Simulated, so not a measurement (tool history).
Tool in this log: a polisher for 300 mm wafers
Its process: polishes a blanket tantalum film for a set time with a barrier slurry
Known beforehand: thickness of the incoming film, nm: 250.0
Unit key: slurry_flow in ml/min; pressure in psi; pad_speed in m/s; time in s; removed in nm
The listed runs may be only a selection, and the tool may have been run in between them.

{"run": 1, "hour": 0.0, "slurry_flow": 290, "pressure": 2.4, "pad_speed": 0.96, "slurry_solids": 1.0, "time": 30, "removed": 52.194}
{"run": 2, "hour": 3.5, "slurry_flow": 290, "pressure": 2.4, "pad_speed": 0.84, "slurry_solids": 1.0, "time": 30, "removed": 46.421}
{"run": 3, "hour": 11.2, "slurry_flow": 290, "pressure": 1.8, "pad_speed": 0.84, "slurry_solids": 1.0, "time": 30, "removed": 38.54}
{"run": 4, "hour": 19.9, "slurry_flow": 290, "pressure": 2.2, "pad_speed": 0.86, "slurry_solids": 1.0, "time": 30, "removed": 44.883}
{"run": 5, "hour": 25.8, "slurry_flow": 290, "pressure": 2.6, "pad_speed": 0.86, "slurry_solids": 1.0, "time": 30, "removed": 50.906}
{"run": 6, "hour": 27.2, "slurry_flow": 290, "pressure": 2.6, "pad_speed": 0.64, "slurry_solids": 1.0, "time": 30, "removed": 42.599}
{"run": 7, "hour": 34.0, "slurry_flow": 290, "pressure": 2.9, "pad_speed": 0.68, "slurry_solids": 1.0, "time": 30, "removed": 47.328}

Forecast run 8:
{"run": 8, "hour": 40.0, "slurry_flow": 295, "pressure": 3.5, "pad_speed": 0.9, "slurry_solids": 1.0, "time": 30, "removed": "?"}

Logged for run 8: removed 65.462 nm.
